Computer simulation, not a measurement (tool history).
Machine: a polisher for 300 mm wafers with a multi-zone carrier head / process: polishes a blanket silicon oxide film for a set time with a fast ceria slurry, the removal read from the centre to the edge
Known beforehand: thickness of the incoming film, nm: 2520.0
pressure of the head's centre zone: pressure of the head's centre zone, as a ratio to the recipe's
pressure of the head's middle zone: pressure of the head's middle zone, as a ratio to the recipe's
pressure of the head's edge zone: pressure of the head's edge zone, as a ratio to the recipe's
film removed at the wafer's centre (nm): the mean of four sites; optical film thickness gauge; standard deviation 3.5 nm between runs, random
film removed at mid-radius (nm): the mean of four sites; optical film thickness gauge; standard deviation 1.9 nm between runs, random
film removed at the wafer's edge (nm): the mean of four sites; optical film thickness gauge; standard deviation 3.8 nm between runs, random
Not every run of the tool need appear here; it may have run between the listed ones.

run	day	flow of slurry (ml/min)	pressure of the head's centre zone	pressure of the head's middle zone	pressure of the head's edge zone	polishing time (s)	film removed at the wafer's centre (nm)	film removed at mid-radius (nm)	film removed at the wafer's edge (nm)
1	0	320	1	1	1	39	404.86	400.21	396.27
2	0.146	320	1	1	1	44	456.32	450.64	445.34
3	0.342	320	1.04	1	1	44	476.92	457.09	456.03
4	0.662	320	1.04	1.04	1	44	463.51	468.57	436.63
5	0.879	315	1.01	1.03	1	41	426.14	434.93	410.51
6	0.967	310	0.98	1.02	1	38	377.71	393.39	382.81
7	1.254	310	0.98	1.02	1	38	383.77	397.87	384.36
8	1.521	310	0.96	1.01	0.99	36	357.93	369.48	353.78

What will run 9 give?
9	1.592	305	0.94	1	0.99	35	?	?	?

film removed at the wafer's centre (nm): 339.23
film removed at mid-radius (nm): 360.18
film removed at the wafer's edge (nm): 351.87
